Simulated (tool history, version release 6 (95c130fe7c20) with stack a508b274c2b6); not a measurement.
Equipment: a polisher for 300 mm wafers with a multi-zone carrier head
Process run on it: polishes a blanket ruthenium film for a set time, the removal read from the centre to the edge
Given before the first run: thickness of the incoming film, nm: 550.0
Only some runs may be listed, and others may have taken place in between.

run,hour,flow of slurry (ml/min),pressure of the head's centre zone,pressure of the head's middle zone,pressure of the head's edge zone,polishing time (s),film removed at the wafer's centre (angstrom),film removed at mid-radius (angstrom),film removed at the wafer's edge (angstrom)
1,0.0,145,1.00,1.00,1.00,81,878.76,893.40,857.30
2,7.0,145,0.95,1.00,1.00,81,844.69,868.76,853.55
3,9.9,145,1.01,1.00,1.00,81,895.78,877.84,873.04
4,10.6,145,1.01,1.00,1.00,74,809.92,831.00,788.16
5,14.8,145,1.01,1.00,1.05,74,814.20,797.83,799.61
6,22.1,145,1.01,0.98,1.04,71,783.44,738.53,773.11
7,28.4,145,1.01,0.97,1.02,69,761.25,739.69,722.01
8,30.1,140,1.00,0.95,1.02,69,748.60,731.99,746.36
9,38.3,140,1.00,0.95,1.02,69,748.75,716.42,743.70
10,47.2,140,1.00,0.94,1.01,67,726.59,671.76,724.83
11,50.0,140,1.00,0.94,1.00,66,724.10,674.45,686.97
12,55.6,140,1.00,0.94,1.00,66,719.63,693.75,690.99

The next listed run, before its measurement:
13,56.5,135,1.00,0.92,0.99,65,?,?,?

{"run 13": {"film removed at the wafer's centre (angstrom)": 686.55, "film removed at mid-radius (angstrom)": 643.28, "film removed at the wafer's edge (angstrom)": 691.28}}
